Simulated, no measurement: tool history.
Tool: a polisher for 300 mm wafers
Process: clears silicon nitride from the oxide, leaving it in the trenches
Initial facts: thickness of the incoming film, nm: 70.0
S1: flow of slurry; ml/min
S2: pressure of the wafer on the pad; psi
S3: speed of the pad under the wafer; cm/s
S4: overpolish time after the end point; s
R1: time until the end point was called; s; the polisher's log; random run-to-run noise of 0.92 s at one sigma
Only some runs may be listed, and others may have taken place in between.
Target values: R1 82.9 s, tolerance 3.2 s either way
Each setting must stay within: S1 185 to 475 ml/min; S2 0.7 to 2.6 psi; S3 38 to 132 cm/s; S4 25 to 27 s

{"run": 1, "hour": 0.0, "S1": 305, "S2": 1.6, "S3": 84, "S4": 25, "R1": 144.35}
{"run": 2, "hour": 1.6, "S1": 305, "S2": 1.8, "S3": 84, "S4": 25, "R1": 126.98}
{"run": 3, "hour": 8.7, "S1": 305, "S2": 1.8, "S3": 84, "S4": 25, "R1": 124.13}
{"run": 4, "hour": 17.2, "S1": 305, "S2": 1.8, "S3": 64, "S4": 25, "R1": 165.56}
{"run": 5, "hour": 20.7, "S1": 305, "S2": 1.8, "S3": 64, "S4": 27, "R1": 162.63}
{"run": 6, "hour": 24.8, "S1": 305, "S2": 1.8, "S3": 64, "S4": 27, "R1": 165.6}
{"run": 7, "hour": 31.8, "S1": 305, "S2": 2, "S3": 66, "S4": 27, "R1": 141.98}
{"run": 8, "hour": 38.1, "S1": 305, "S2": 2.1, "S3": 68, "S4": 27, "R1": 135.85}
{"run": 9, "hour": 42.2, "S1": 305, "S2": 2.2, "S3": 72, "S4": 27, "R1": 120.34}
{"run": 10, "hour": 50.8, "S1": 305, "S2": 2.3, "S3": 74, "S4": 27, "R1": 112.42}
{"run": 11, "hour": 54.7, "S1": 305, "S2": 2.4, "S3": 76, "S4": 27, "R1": 106.36}
{"run": 12, "hour": 60.9, "S1": 305, "S2": 2.4, "S3": 76, "S4": 27, "R1": 107.56}
{"run": 13, "hour": 63.4, "S1": 305, "S2": 2.4, "S3": 80, "S4": 27, "R1": 100.57}
{"run": 14, "hour": 67.1, "S1": 305, "S2": 2.4, "S3": 82, "S4": 27, "R1": 97.111}
{"hour": 74.9, "done": "slurry nozzle cleaned"}
{"run": 15, "hour": 74.9, "S1": 305, "S2": 2.4, "S3": 84, "S4": 27, "R1": 94.787}
{"run": 16, "hour": 79.5, "S1": 305, "S2": 2.5, "S3": 86, "S4": 27, "R1": 88.889}

Which single option among these 4 for the next run brings every result within its allowed miss of target? Just one does.
{"run": "A", "hour": 84.1, "S1": 330, "S2": 2.3, "S3": 84, "S4": 25, "R1": "?"}
{"run": "B", "hour": 84.1, "S1": 255, "S2": 2.6, "S3": 88, "S4": 27, "R1": "?"}
{"run": "C", "hour": 84.1, "S1": 265, "S2": 2.6, "S3": 74, "S4": 27, "R1": "?"}
{"run": "D", "hour": 84.1, "S1": 310, "S2": 2.6, "S3": 94, "S4": 27, "R1": "?"}

move=A R1=98.825
move=B R1=85.342
move=C R1=100.45
move=D R1=78.988
A: moves away from the targets compared with the last run
B: in spec on every target
C: moves away from the targets compared with the last run
D: takes the result that was furthest off past its target
B meets every target.
